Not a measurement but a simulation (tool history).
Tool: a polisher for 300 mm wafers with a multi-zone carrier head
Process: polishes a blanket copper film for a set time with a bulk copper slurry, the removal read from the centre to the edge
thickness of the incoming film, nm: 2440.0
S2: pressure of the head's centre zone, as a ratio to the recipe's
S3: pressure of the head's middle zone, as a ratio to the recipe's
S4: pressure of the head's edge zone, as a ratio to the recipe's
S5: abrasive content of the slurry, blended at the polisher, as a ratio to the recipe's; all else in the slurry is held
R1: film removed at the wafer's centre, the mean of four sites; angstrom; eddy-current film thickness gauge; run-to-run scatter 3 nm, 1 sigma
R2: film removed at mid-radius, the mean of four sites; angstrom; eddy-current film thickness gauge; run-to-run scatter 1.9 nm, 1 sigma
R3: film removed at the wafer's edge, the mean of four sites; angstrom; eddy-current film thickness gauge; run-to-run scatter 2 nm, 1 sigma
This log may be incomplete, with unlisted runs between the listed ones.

{"run": 1, "hour": 0.0, "flow of slurry (ml/min)": 300, "S2": 1.0, "S3": 1.0, "S4": 1.0, "S5": 1.0, "polishing time (s)": 56, "R1": 2707.0, "R2": 2739.6, "R3": 2712.8}
{"run": 2, "hour": 4.7, "flow of slurry (ml/min)": 300, "S2": 1.0, "S3": 1.0, "S4": 0.96, "S5": 0.9, "polishing time (s)": 55, "R1": 2545.7, "R2": 2614.3, "R3": 2553.6}
{"run": 3, "hour": 12.8, "flow of slurry (ml/min)": 300, "S2": 1.01, "S3": 1.0, "S4": 0.92, "S5": 0.85, "polishing time (s)": 55, "R1": 2583.0, "R2": 2575.0, "R3": 2469.2}
{"run": 4, "hour": 15.8, "flow of slurry (ml/min)": 300, "S2": 1.01, "S3": 0.95, "S4": 0.92, "S5": 0.85, "polishing time (s)": 55, "R1": 2579.2, "R2": 2470.9, "R3": 2510.9}
{"run": 5, "hour": 23.5, "flow of slurry (ml/min)": 295, "S2": 1.01, "S3": 0.96, "S4": 0.89, "S5": 0.8, "polishing time (s)": 55, "R1": 2578.4, "R2": 2478.5, "R3": 2440.7}
{"run": 6, "hour": 25.6, "flow of slurry (ml/min)": 295, "S2": 1.01, "S3": 0.91, "S4": 0.89, "S5": 0.8, "polishing time (s)": 55, "R1": 2516.6, "R2": 2382.3, "R3": 2465.5}

Run 7 is up next; what results do you expect?
{"run": 7, "hour": 28.1, "flow of slurry (ml/min)": 290, "S2": 1.0, "S3": 0.93, "S4": 0.87, "S5": 0.75, "polishing time (s)": 55, "R1": "?", "R2": "?", "R3": "?"}

{"run 7": {"R1": 2475.5, "R2": 2370.2, "R3": 2402.8}}
